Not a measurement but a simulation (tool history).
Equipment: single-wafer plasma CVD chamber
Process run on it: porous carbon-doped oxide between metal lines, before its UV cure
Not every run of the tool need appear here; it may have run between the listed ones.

run    day  heater temperature setpoint (K)  RF power (W)  deposition time (s)  mean film thickness on the monitor wafer (nm)
  1      0                           568.15           645                 39.1                                         264.04
  2  0.254                           568.15           645                 40.4                                         271.09
  3  0.529                           576.15           645                 40.4                                         256.19
  4    0.6                           576.15           645                 40.4                                         258.86
  5  0.804                           565.15           645                 40.4                                         277.37
  6  0.838                           569.15           625                 40.4                                         261.45
  7  0.908                           573.15           615                 40.4                                         250.56
  8  1.246                           576.15           610                 40.4                                         243.76
  9  1.417                           588.15           540                 40.3                                         198.62

For run 10, what comes out?
 10  1.646                           587.15           540                 40.3                                              ?

{"run 10": {"mean film thickness on the monitor wafer (nm)": 200.97}}

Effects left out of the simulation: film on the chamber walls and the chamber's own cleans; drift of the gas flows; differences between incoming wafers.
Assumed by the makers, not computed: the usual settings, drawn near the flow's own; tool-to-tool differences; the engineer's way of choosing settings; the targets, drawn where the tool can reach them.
